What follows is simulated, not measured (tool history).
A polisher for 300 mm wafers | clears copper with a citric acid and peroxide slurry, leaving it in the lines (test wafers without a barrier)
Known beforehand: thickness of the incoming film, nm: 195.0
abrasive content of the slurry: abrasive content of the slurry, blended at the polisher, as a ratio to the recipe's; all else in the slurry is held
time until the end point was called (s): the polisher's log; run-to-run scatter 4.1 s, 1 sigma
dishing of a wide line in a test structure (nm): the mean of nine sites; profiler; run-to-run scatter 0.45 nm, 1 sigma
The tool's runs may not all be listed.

run,hour,flow of slurry (ml/min),pressure of the wafer on the pad (kPa),speed of the pad under the wafer (cm/s),abrasive content of the slurry,overpolish time after the end point (s),time until the end point was called (s),dishing of a wide line in a test structure (nm)
1,0.0,260,20.0,86,1.00,21,125.58,23.710
2,7.9,260,20.0,86,1.00,28,123.68,30.913
3,9.0,260,16.5,86,1.00,28,145.69,26.564
4,10.8,260,16.5,86,0.85,28,155.56,24.713
5,15.7,260,16.5,86,1.00,28,146.08,26.644
6,22.3,260,16.5,86,1.00,33,144.25,30.439
7,28.1,260,15.9,86,1.00,33,155.33,29.299
8,35.2,260,15.2,86,1.00,33,156.27,26.928
9,43.7,260,14.5,86,1.00,33,170.58,26.792

Expected results for the next run?
10,44.4,260,13.1,86,1.00,30,?,?

{"run 10": {"time until the end point was called (s)": 186.28, "dishing of a wide line in a test structure (nm)": 22.775}}
